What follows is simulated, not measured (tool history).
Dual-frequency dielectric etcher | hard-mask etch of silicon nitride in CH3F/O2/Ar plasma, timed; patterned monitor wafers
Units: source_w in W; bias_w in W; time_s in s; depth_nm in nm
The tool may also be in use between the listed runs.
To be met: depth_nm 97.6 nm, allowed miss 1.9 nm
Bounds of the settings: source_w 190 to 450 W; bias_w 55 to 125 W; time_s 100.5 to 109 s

run	hour	source_w	bias_w	time_s	depth_nm
1	0	320	90	109	82.282
2	6.4	350	93	109	86.717
3	11.7	350	93	109	86.396
4	20.6	350	86	109	84.551
5	25.1	310	86	109	79.827
6	30.7	310	86	100.5	73.13
7	37.3	350	91	101	79.643
8	40.2	370	96	101.5	84.028
9	47.7	390	100	102	87.749
10	48.4	400	103	102.5	90.15
11	49	410	105	102.5	92.037
12	57.8	420	106	102.5	93.986
13	64.6	430	106	102.5	94.26
14	70.3	430	107	102.5	94.217
15	71.6	430	108	102.5	94.075
16	79.8	430	109	102.5	94.919
17	84.4	430	109	102.5	94.997
18	87.8	430	110	102.5	95.268

5 next moves are on the table. One of them brings every result within its allowed miss. Which?
A	91.2	430	99	100.5	?
B	91.2	400	110	103	?
C	91.2	440	104	104.5	?
D	91.2	440	95	101.5	?
E	91.2	390	102	103	?

move	depth_nm
A	90.596
B	91.864
C	96.532
D	91.643
E	88.855
A: further off than the last run
B: further off than the last run
C: meets every target
D: further off than the last run
E: further off than the last run
Move C is the one to make.

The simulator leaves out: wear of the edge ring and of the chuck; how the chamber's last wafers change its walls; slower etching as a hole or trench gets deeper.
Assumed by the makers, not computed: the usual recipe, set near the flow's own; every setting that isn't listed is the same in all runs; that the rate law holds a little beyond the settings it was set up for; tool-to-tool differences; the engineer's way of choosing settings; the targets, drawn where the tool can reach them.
